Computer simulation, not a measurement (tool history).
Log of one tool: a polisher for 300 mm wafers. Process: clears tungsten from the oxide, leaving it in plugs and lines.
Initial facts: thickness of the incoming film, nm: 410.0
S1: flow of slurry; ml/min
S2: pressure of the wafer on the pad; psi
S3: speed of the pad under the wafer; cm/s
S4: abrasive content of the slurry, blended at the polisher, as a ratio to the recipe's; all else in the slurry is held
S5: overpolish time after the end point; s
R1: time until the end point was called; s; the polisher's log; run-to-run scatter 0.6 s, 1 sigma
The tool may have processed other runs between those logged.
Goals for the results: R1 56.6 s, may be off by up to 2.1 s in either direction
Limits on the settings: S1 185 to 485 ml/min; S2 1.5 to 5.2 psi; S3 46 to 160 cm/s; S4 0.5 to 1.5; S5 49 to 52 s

run,hour,S1,S2,S3,S4,S5,R1
1,0,310,3.3,102,1,49,93.514
2,3,310,3.6,102,1,49,84.962
3,9.8,310,3.6,102,1,49,86.887
4,11.5,310,3.6,102,1,52,85.467
5,16.4,310,3.6,126,1,52,70.616
6,21.8,310,3.6,144,1,52,64.044
7,30.2,310,3.7,144,1,52,62.703
8,32,310,3.8,144,1,52,60.786
9,38.1,310,3.9,144,1,52,58.82

5 candidate next runs follow, results not yet known. Just one meets every target within its allowed miss. Identify it.
A,44.2,350,3.7,144,1.05,52,?
B,44.2,285,4,160,0.8,52,?
C,44.2,270,4.3,128,0.95,49,?
D,44.2,360,3.3,158,1,52,?
E,44.2,375,3.6,154,0.9,52,?

move,R1
A,61.123
B,56.425
C,60.911
D,63.799
E,61.559
A: its largest miss is bigger than the last run's
B: each result inside its tolerance
C: its largest miss is bigger than the last run's
D: its largest miss is bigger than the last run's
E: its largest miss is bigger than the last run's
B meets every target.

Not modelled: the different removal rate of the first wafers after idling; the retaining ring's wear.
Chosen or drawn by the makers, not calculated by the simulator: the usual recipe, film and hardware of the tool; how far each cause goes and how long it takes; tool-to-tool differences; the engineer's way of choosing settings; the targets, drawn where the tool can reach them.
